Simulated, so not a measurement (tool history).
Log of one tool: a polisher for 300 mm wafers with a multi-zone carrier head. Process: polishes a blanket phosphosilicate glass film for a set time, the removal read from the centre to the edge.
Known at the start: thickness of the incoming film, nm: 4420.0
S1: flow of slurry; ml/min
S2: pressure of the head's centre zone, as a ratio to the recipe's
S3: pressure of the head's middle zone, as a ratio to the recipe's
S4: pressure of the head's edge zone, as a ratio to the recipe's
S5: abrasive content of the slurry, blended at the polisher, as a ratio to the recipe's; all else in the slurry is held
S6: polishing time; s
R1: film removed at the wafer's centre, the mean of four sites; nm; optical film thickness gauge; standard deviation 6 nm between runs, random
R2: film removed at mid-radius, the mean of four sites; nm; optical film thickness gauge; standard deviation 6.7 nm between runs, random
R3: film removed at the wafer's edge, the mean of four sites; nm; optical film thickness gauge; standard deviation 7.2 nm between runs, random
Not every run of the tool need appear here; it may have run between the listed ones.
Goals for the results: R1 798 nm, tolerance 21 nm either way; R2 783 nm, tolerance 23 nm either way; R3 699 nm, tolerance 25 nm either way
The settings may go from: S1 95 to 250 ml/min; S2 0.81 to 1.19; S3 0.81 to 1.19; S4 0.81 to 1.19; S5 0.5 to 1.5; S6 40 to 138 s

run	day	S1	S2	S3	S4	S5	S6	R1	R2	R3
1	0	160	1	1	1	1	88	949.04	950.78	899.09
2	0.321	160	1	1	1.05	1	88	949.72	953.48	933.03
3	0.621	155	1	0.99	1.02	0.95	88	907.59	915.48	870.87
4	0.75	150	1	0.98	1	0.95	88	913.97	895.75	861.99
5	1.112	165	1	0.98	1	0.95	88	928.87	911.35	884.41
6	1.275	165	0.91	0.98	1	0.95	88	836.86	915.14	867.18
7	1.396	160	0.92	0.97	0.98	0.95	88	855.26	911.02	869.26
8	1.646	155	0.93	0.97	0.96	0.9	88	818.37	879.4	850.45
9	1.879	160	0.95	0.98	0.95	0.85	87	824.72	851.79	802.58
10	2.1	155	0.96	0.98	0.94	0.85	87	812.73	849.4	811.86
11	2.262	160	0.97	0.99	0.93	0.8	87	799.14	838.74	769.01
12	2.638	160	0.98	0.99	0.92	0.8	87	819.04	841.53	771.47
13	2.933	160	0.99	0.99	0.91	0.8	87	826.7	837.93	772.82
14	3.108	160	1	0.99	0.9	0.8	87	836.01	839.65	757.46
15	3.467	155	1	0.99	0.89	0.8	87	830.32	827.23	745.75
16	3.612	150	1	0.99	0.88	0.8	87	817.06	820.85	760.57
17	3.817	180	1.02	1	0.85	0.6	86	736.32	719.6	630.72
18	4.104	175	1.02	1	0.86	0.6	86	725.81	719.99	640.48

Exercise: of the 5 proposed moves below, exactly one satisfies all targets within the stated allowed misses. Which move is it?
A	4.392	150	0.98	0.93	0.87	0.85	89	?	?	?
B	4.392	180	1.11	1.03	0.81	0.9	74	?	?	?
C	4.392	190	1	0.98	0.87	0.55	100	?	?	?
D	4.392	180	1.05	1.04	0.84	0.6	96	?	?	?
E	4.392	140	0.83	0.95	0.91	0.65	89	?	?	?

move	R1	R2	R3
A	846.14	844.92	785.06
B	848.65	800.84	663.77
C	793.4	801.91	709.98
D	836.18	840.61	702.67
E	611	734.14	687.48
A: the result that was furthest off in the last run now lies on the other side of its target
B: the result that was furthest off in the last run now lies on the other side of its target
C: meets every target
D: the result that was furthest off in the last run now lies on the other side of its target
E: moves away from the targets compared with the last run
The move that meets every target is C.
